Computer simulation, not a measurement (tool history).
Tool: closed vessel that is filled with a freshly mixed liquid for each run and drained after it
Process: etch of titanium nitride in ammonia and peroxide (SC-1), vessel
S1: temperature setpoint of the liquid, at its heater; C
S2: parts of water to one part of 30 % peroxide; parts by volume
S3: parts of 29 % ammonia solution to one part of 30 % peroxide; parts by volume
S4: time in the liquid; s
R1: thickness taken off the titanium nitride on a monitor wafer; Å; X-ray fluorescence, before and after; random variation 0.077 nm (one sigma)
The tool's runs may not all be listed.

run	hour	S1	S2	S3	S4	R1
1	0	51	11.5	0.6	170	118.37
2	2	51	11.5	0.6	170	118.79
3	5.4	51	11.5	0.6	120	83.406
4	12.6	51	11.5	0.4	120	77.187
5	19.2	52.5	11.5	0.4	120	86.139
6	26.2	52.5	11.5	0.4	120	85.781
7	30.6	53.5	11.5	0.4	120	91.768
8	32.5	54.5	11.5	0.4	120	98.466
9	40.5	55.5	11.5	0.4	120	105.72
10	46.9	56	11.5	0.4	120	108.56

Run 11 comes next. What will it give?
11	53.5	56.5	11.5	0.4	120	?

{"run 11": {"R1": 112.03}}

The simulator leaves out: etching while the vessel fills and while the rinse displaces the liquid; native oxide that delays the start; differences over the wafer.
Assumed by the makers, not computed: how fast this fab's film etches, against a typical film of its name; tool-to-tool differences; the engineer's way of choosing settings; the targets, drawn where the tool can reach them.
